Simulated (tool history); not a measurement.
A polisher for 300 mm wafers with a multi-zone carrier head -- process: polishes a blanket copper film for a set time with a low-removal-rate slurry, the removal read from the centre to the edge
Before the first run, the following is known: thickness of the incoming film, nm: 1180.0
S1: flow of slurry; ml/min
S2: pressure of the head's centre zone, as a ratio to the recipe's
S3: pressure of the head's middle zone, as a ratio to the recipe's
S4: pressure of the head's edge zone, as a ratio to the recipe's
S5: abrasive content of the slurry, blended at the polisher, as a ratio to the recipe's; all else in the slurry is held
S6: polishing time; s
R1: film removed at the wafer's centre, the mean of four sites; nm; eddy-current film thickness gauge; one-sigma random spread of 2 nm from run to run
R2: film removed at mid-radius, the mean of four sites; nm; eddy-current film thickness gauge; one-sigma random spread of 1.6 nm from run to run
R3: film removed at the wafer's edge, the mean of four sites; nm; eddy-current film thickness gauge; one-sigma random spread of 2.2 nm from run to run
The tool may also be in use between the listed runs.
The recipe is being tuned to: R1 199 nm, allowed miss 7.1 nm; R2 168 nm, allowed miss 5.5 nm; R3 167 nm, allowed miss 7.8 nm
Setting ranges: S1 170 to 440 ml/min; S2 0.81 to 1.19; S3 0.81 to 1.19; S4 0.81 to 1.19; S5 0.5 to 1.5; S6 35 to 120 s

run 1 hour=0 | S1=280 S2=1 S3=1 S4=1 S5=1 S6=77 | R1=295.07 R2=288.54 R3=291.06
run 2 hour=7.7 | S1=285 S2=1.03 S3=0.98 S4=0.95 S5=0.85 S6=67 | R1=250.85 R2=235.67 R3=245.69
run 3 hour=13.3 | S1=285 S2=1.03 S3=0.98 S4=1.02 S5=0.85 S6=67 | R1=252.03 R2=239.48 R3=251.68
run 4 hour=17.2 | S1=285 S2=1.03 S3=0.98 S4=1.02 S5=0.7 S6=67 | R1=244.65 R2=228.37 R3=242.06
run 5 hour=22 | S1=285 S2=1.03 S3=0.98 S4=1.02 S5=0.75 S6=67 | R1=243.98 R2=231.68 R3=243.39
run 6 hour=27 | S1=285 S2=0.99 S3=0.98 S4=1.02 S5=0.75 S6=67 | R1=235.3 R2=233.63 R3=245.37
run 7 hour=35.2 | S1=290 S2=1.09 S3=0.94 S4=0.92 S5=0.5 S6=46 | R1=163.02 R2=146.27 R3=151.21
run 8 hour=39.9 | S1=305 S2=1.12 S3=0.96 S4=0.94 S5=0.55 S6=46 | R1=174.64 R2=150.17 R3=155.71
run 9 hour=43.2 | S1=310 S2=1.14 S3=0.99 S4=0.96 S5=0.6 S6=46 | R1=180.01 R2=156.7 R3=162.19
run 10 hour=49.7 | S1=320 S2=1.16 S3=1 S4=0.94 S5=0.65 S6=46 | R1=186.85 R2=158.59 R3=157.62
run 11 hour=54.1 | S1=325 S2=1.17 S3=1.01 S4=0.96 S5=0.65 S6=46 | R1=187.27 R2=160.49 R3=162.73

Consider the 4 candidate settings below. Which is the only one whose results all fall within their allowed miss of target?
run A hour=58.5 | S1=235 S2=1.19 S3=1.13 S4=0.97 S5=0.55 S6=51 | R1=? R2=? R3=?
run B hour=58.5 | S1=350 S2=1.19 S3=1.03 S4=0.87 S5=0.75 S6=42 | R1=? R2=? R3=?
run C hour=58.5 | S1=215 S2=1.17 S3=0.98 S4=0.9 S5=0.65 S6=51 | R1=? R2=? R3=?
run D hour=58.5 | S1=240 S2=1.19 S3=0.96 S4=0.81 S5=0.6 S6=50 | R1=? R2=? R3=?

move=A R1=198.6 R2=179.45 R3=171.3
move=B R1=182.29 R2=153.8 R3=147.45
move=C R1=198.35 R2=165.69 R3=169.28
move=D R1=198.36 R2=160.37 R3=157.88
A: brings the result that was furthest off to its target, and leaves another outside
B: further off than the last run
C: every result lands within tolerance
D: brings the result that was furthest off to its target, and leaves another outside
C is the move that brings every result within its allowed miss.
